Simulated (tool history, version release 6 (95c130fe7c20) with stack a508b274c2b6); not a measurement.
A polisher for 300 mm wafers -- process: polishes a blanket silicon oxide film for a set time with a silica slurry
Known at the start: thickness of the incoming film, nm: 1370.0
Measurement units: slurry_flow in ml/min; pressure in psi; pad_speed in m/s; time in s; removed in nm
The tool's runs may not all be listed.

{"run": 1, "hour": 0.0, "slurry_flow": 300, "pressure": 3.3, "pad_speed": 1.24, "slurry_solids": 1, "time": 35, "removed": 88.996}
{"run": 2, "hour": 1.4, "slurry_flow": 300, "pressure": 3, "pad_speed": 1.2, "slurry_solids": 1, "time": 35, "removed": 77.849}
{"run": 3, "hour": 3.6, "slurry_flow": 300, "pressure": 2.7, "pad_speed": 1.18, "slurry_solids": 1, "time": 35, "removed": 69.045}
{"run": 4, "hour": 6.2, "slurry_flow": 300, "pressure": 2.7, "pad_speed": 1.18, "slurry_solids": 0.9, "time": 35, "removed": 65.29}
{"run": 5, "hour": 15.1, "slurry_flow": 300, "pressure": 2.5, "pad_speed": 1.18, "slurry_solids": 0.9, "time": 35, "removed": 61.057}
{"run": 6, "hour": 17.3, "slurry_flow": 355, "pressure": 2.5, "pad_speed": 1.18, "slurry_solids": 0.9, "time": 35, "removed": 64.348}

Forecast run 7:
{"run": 7, "hour": 22.3, "slurry_flow": 310, "pressure": 1.5, "pad_speed": 1.14, "slurry_solids": 0.9, "time": 35, "removed": "?"}

{"run 7": {"removed": 37.669}}

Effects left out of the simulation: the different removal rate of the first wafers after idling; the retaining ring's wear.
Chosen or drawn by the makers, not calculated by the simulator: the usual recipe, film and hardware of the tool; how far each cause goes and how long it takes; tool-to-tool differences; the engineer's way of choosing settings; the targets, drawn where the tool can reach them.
